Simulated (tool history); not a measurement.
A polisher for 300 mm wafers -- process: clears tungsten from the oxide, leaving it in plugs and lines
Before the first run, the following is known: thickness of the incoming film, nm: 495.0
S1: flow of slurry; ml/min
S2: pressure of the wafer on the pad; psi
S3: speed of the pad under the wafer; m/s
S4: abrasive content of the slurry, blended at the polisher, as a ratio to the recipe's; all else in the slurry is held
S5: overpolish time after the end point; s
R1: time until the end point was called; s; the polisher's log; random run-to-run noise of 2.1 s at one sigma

{"run": 1, "hour": 0.0, "S1": 180, "S2": 3.2, "S3": 1.0, "S4": 1.0, "S5": 39, "R1": 133.17}
{"run": 2, "hour": 6.3, "S1": 180, "S2": 3.1, "S3": 1.0, "S4": 1.0, "S5": 39, "R1": 135.17}
{"run": 3, "hour": 11.7, "S1": 180, "S2": 3.0, "S3": 1.0, "S4": 1.0, "S5": 39, "R1": 142.88}
{"run": 4, "hour": 17.5, "S1": 180, "S2": 2.9, "S3": 1.0, "S4": 1.0, "S5": 39, "R1": 144.49}
{"run": 5, "hour": 19.5, "S1": 180, "S2": 3.6, "S3": 1.0, "S4": 1.0, "S5": 39, "R1": 116.87}
{"run": 6, "hour": 20.6, "S1": 180, "S2": 4.1, "S3": 1.0, "S4": 1.0, "S5": 39, "R1": 104.61}
{"run": 7, "hour": 21.1, "S1": 180, "S2": 3.9, "S3": 1.0, "S4": 1.0, "S5": 39, "R1": 109.39}
{"run": 8, "hour": 26.8, "S1": 180, "S2": 3.7, "S3": 1.0, "S4": 1.0, "S5": 39, "R1": 115.8}
{"run": 9, "hour": 29.0, "S1": 175, "S2": 2.8, "S3": 0.96, "S4": 1.0, "S5": 39, "R1": 158.44}

Estimate the outcome of run 10 from the log above:
{"run": 10, "hour": 32.1, "S1": 170, "S2": 2.7, "S3": 0.96, "S4": 1.0, "S5": 39, "R1": "?"}

{"run 10": {"R1": 162.63}}

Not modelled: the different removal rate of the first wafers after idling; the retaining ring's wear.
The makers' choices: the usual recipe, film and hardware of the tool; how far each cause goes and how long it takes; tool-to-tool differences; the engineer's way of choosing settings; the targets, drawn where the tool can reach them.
